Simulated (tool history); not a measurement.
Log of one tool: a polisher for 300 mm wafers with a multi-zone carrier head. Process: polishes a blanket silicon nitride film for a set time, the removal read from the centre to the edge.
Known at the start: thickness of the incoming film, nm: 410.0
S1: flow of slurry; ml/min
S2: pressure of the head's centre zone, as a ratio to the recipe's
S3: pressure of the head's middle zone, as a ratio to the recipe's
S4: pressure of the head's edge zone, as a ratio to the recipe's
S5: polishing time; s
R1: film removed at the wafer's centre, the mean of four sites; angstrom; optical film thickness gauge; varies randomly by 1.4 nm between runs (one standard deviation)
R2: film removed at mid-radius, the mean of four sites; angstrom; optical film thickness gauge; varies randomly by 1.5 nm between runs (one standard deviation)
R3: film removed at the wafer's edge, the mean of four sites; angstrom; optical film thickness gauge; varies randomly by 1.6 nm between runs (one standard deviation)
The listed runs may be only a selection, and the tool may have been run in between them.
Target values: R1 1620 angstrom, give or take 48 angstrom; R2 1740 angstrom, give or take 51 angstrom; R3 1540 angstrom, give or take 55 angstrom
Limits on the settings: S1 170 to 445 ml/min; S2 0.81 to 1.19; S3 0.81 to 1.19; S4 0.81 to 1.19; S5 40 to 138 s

Run 1, hour 0: S1 285 ml/min, S2 1, S3 1, S4 1, S5 88 s. Result: R1 1159.2 angstrom, R2 1154.6 angstrom, R3 1171.1 angstrom.
Run 2, hour 8.3: S1 295 ml/min, S2 1.01, S3 1.03, S4 1.01, S5 91 s. Result: R1 1221.7 angstrom, R2 1227.9 angstrom, R3 1204.1 angstrom.
Run 3, hour 16.1: S1 295 ml/min, S2 1.01, S3 1.07, S4 1.01, S5 91 s. Result: R1 1220.6 angstrom, R2 1277.8 angstrom, R3 1197.3 angstrom.
Run 4, hour 20.9: S1 300 ml/min, S2 1.02, S3 1.08, S4 1.03, S5 94 s. Result: R1 1285.3 angstrom, R2 1342.8 angstrom, R3 1244.6 angstrom.
Run 5, hour 23: S1 300 ml/min, S2 1.02, S3 1.09, S4 1.04, S5 96 s. Result: R1 1280.8 angstrom, R2 1366.7 angstrom, R3 1305.9 angstrom.
Run 6, hour 24.6: S1 355 ml/min, S2 1.02, S3 1.09, S4 1.04, S5 96 s. Result: R1 1312.6 angstrom, R2 1377.7 angstrom, R3 1322.4 angstrom.
Run 7, hour 31.4: S1 355 ml/min, S2 1.03, S3 1.1, S4 1.04, S5 98 s. Result: R1 1376.2 angstrom, R2 1413.9 angstrom, R3 1364.9 angstrom.
Run 8, hour 36.1: S1 350 ml/min, S2 1.03, S3 1.11, S4 1.04, S5 100 s. Result: R1 1373 angstrom, R2 1469.1 angstrom, R3 1362.5 angstrom.
Run 9, hour 40.1: S1 350 ml/min, S2 1.04, S3 1.12, S4 1.05, S5 102 s. Result: R1 1426.5 angstrom, R2 1494.7 angstrom, R3 1382.3 angstrom.
Run 10, hour 40.9: S1 355 ml/min, S2 1.04, S3 1.13, S4 1.05, S5 104 s. Result: R1 1451.5 angstrom, R2 1565.4 angstrom, R3 1455.9 angstrom.
Run 11, hour 49: S1 355 ml/min, S2 1.05, S3 1.14, S4 1.05, S5 105 s. Result: R1 1485.1 angstrom, R2 1576 angstrom, R3 1435.2 angstrom.
Run 12, hour 56.9: S1 355 ml/min, S2 1.05, S3 1.15, S4 1.05, S5 106 s. Result: R1 1507.9 angstrom, R2 1591.3 angstrom, R3 1443 angstrom.
Run 13, hour 60.2: S1 355 ml/min, S2 1.05, S3 1.16, S4 1.05, S5 107 s. Result: R1 1518.8 angstrom, R2 1607.8 angstrom, R3 1472.3 angstrom.
Run 14, hour 63.8: S1 355 ml/min, S2 1.05, S3 1.16, S4 1.04, S5 108 s. Result: R1 1542 angstrom, R2 1642.6 angstrom, R3 1475.9 angstrom.
Run 15, hour 68.9: S1 355 ml/min, S2 1.05, S3 1.16, S4 1.04, S5 109 s. Result: R1 1551.9 angstrom, R2 1661.8 angstrom, R3 1475.3 angstrom.
Run 16, hour 70.2: S1 360 ml/min, S2 1.05, S3 1.16, S4 1.04, S5 109 s. Result: R1 1545.3 angstrom, R2 1668.9 angstrom, R3 1496.7 angstrom.

Exercise: of the 4 proposed moves below, exactly one satisfies all targets within the stated allowed misses. Which move is it?
Run A, hour 71.5: S1 220 ml/min, S2 0.96, S3 1.13, S4 1.03, S5 122 s. Result: R1 ?, R2 ?, R3 ?.
Run B, hour 71.5: S1 445 ml/min, S2 1.09, S3 1.07, S4 1.08, S5 107 s. Result: R1 ?, R2 ?, R3 ?.
Run C, hour 71.5: S1 335 ml/min, S2 0.98, S3 1.18, S4 0.99, S5 116 s. Result: R1 ?, R2 ?, R3 ?.
Run D, hour 71.5: S1 330 ml/min, S2 1.06, S3 1.18, S4 1.05, S5 114 s. Result: R1 ?, R2 ?, R3 ?.

move      R1      R2      R3
   A  1493.1  1702.6  1574.7
   B    1580  1512.8    1482
   C  1513.8    1749  1513.1
   D  1601.6  1715.9  1528.8
A: lands further from the targets than the last run did
B: corrects the largest miss of the last run, while another result sits out of spec
C: lands further from the targets than the last run did
D: all results land within tolerance of their targets
The move that meets every target is D.
